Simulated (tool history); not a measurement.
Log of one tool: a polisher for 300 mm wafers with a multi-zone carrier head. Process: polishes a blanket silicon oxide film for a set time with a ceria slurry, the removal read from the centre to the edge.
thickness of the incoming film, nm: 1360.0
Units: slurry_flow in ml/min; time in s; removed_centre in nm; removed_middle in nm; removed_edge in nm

Run 1, hour 0.0: slurry_flow 160 ml/min, centre_zone 1.00, middle_zone 1.00, edge_zone 1.00, time 32 s. Result: removed_centre 154.35 nm, removed_middle 155.94 nm, removed_edge 148.97 nm.
Run 2, hour 8.2: slurry_flow 170 ml/min, centre_zone 1.01, middle_zone 1.01, edge_zone 1.02, time 32 s. Result: removed_centre 152.81 nm, removed_middle 156.10 nm, removed_edge 150.61 nm.
Run 3, hour 13.5: slurry_flow 175 ml/min, centre_zone 1.03, middle_zone 1.02, edge_zone 1.03, time 33 s. Result: removed_centre 160.43 nm, removed_middle 165.94 nm, removed_edge 157.19 nm.
Run 4, hour 16.4: slurry_flow 175 ml/min, centre_zone 1.03, middle_zone 1.02, edge_zone 0.97, time 33 s. Result: removed_centre 162.78 nm, removed_middle 162.38 nm, removed_edge 152.24 nm.
Run 5, hour 18.7: slurry_flow 175 ml/min, centre_zone 1.03, middle_zone 1.02, edge_zone 0.97, time 29 s. Result: removed_centre 144.59 nm, removed_middle 143.94 nm, removed_edge 135.11 nm.
Run 6, hour 27.2: slurry_flow 180 ml/min, centre_zone 1.05, middle_zone 1.03, edge_zone 1.00, time 30 s. Result: removed_centre 151.36 nm, removed_middle 151.38 nm, removed_edge 141.32 nm.
Run 7, hour 30.4: slurry_flow 185 ml/min, centre_zone 1.07, middle_zone 1.04, edge_zone 1.03, time 31 s. Result: removed_centre 159.38 nm, removed_middle 154.91 nm, removed_edge 148.92 nm.

The next listed run, before its measurement:
Run 8, hour 32.2: slurry_flow 190 ml/min, centre_zone 1.08, middle_zone 1.06, edge_zone 1.05, time 31 s. Result: removed_centre ?, removed_middle ?, removed_edge ?.

{"run 8": {"removed_centre": 163.7, "removed_middle": 158.67, "removed_edge": 149.96}}

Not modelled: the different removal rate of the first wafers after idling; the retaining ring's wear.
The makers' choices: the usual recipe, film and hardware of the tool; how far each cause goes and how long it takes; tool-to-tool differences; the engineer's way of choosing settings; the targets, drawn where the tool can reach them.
